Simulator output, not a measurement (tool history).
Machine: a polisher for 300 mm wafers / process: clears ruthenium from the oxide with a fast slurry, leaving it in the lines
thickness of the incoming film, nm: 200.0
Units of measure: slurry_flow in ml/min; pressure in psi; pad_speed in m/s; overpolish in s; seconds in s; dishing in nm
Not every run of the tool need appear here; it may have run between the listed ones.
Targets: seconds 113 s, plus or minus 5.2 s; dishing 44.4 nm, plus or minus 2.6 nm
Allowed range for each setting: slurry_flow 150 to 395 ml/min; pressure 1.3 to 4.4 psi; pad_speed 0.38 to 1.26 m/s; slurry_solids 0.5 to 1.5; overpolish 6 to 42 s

run 1 day=0 | slurry_flow=250 pressure=2.8 pad_speed=0.82 slurry_solids=1 overpolish=21 | seconds=64.298 dishing=50.956
run 2 day=0.212 | slurry_flow=250 pressure=3.2 pad_speed=0.82 slurry_solids=1 overpolish=21 | seconds=59.126 dishing=57.987
run 3 day=0.483 | slurry_flow=250 pressure=2.8 pad_speed=0.78 slurry_solids=1 overpolish=24 | seconds=65.963 dishing=55.761
run 4 day=0.538 | slurry_flow=250 pressure=2.8 pad_speed=0.68 slurry_solids=1 overpolish=24 | seconds=75.232 dishing=51.981
run 5 day=0.821 | slurry_flow=215 pressure=2.8 pad_speed=0.68 slurry_solids=1 overpolish=24 | seconds=77.85 dishing=51.086
run 6 day=1.054 | slurry_flow=215 pressure=2.8 pad_speed=0.54 slurry_solids=1 overpolish=24 | seconds=93.203 dishing=43.454
run 7 day=1.138 | slurry_flow=210 pressure=2.7 pad_speed=0.54 slurry_solids=1 overpolish=25 | seconds=97.293 dishing=43.952
run 8 day=1.362 | slurry_flow=205 pressure=2.6 pad_speed=0.54 slurry_solids=1 overpolish=26 | seconds=98.57 dishing=43.148
run 9 day=1.679 | slurry_flow=200 pressure=2.5 pad_speed=0.54 slurry_solids=1 overpolish=27 | seconds=101.5 dishing=45.626

Below are 4 possible settings for the next run. Only one of them brings all results inside the allowed miss of their targets. Which is it?
run A day=1.996 | slurry_flow=170 pressure=2.2 pad_speed=0.48 slurry_solids=0.9 overpolish=38 | seconds=? dishing=?
run B day=1.996 | slurry_flow=215 pressure=1.4 pad_speed=0.78 slurry_solids=0.8 overpolish=30 | seconds=? dishing=?
run C day=1.996 | slurry_flow=225 pressure=2.3 pad_speed=0.48 slurry_solids=0.85 overpolish=38 | seconds=? dishing=?
run D day=1.996 | slurry_flow=215 pressure=2.2 pad_speed=0.46 slurry_solids=0.95 overpolish=39 | seconds=? dishing=?

move=A seconds=126.46 dishing=49.676
move=B seconds=111.87 dishing=44.754
move=C seconds=123.82 dishing=50.643
move=D seconds=124.63 dishing=51.545
A: moves the result that the last run missed by most past its target, out the other side
B: every result within its allowed miss
C: moves the result that the last run missed by most past its target, out the other side
D: moves the result that the last run missed by most past its target, out the other side
B is the move that brings every result within its allowed miss.
